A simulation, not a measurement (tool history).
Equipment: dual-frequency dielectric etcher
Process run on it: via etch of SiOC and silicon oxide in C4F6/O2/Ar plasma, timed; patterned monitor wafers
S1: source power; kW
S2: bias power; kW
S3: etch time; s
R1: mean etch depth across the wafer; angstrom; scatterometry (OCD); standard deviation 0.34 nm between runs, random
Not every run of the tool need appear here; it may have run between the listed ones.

| run | hour | S1 | S2 | S3 | R1 |
|---|---|---|---|---|---|
| 1 | 0.0 | 0.340 | 0.205 | 48.5 | 562.49 |
| 2 | 8.9 | 0.350 | 0.207 | 48.5 | 570.22 |
| 3 | 11.7 | 0.360 | 0.209 | 48.5 | 579.35 |
| 4 | 15.2 | 0.380 | 0.209 | 48.5 | 591.04 |
| 5 | 19.0 | 0.380 | 0.221 | 48.5 | 601.96 |
| 6 | 23.5 | 0.320 | 0.221 | 48.5 | 568.24 |
| 7 | 26.5 | 0.330 | 0.224 | 48.5 | 570.45 |
| 8 | 28.9 | 0.340 | 0.226 | 48.5 | 577.04 |
| 9 | 34.4 | 0.350 | 0.228 | 48.5 | 593.16 |
| 10 | 35.8 | 0.350 | 0.229 | 48.5 | 585.65 |
| 11 | 40.2 | 0.360 | 0.231 | 48.5 | 595.22 |
| 12 | 42.1 | 0.370 | 0.233 | 48.5 | 606.94 |
| 13 | 48.0 | 0.370 | 0.234 | 48.5 | 607.33 |

Run 14 comes next. What will it give?
| 14 | 52.0 | 0.370 | 0.235 | 48.5 | ? |

Run 14 produced R1 613.32 angstrom.
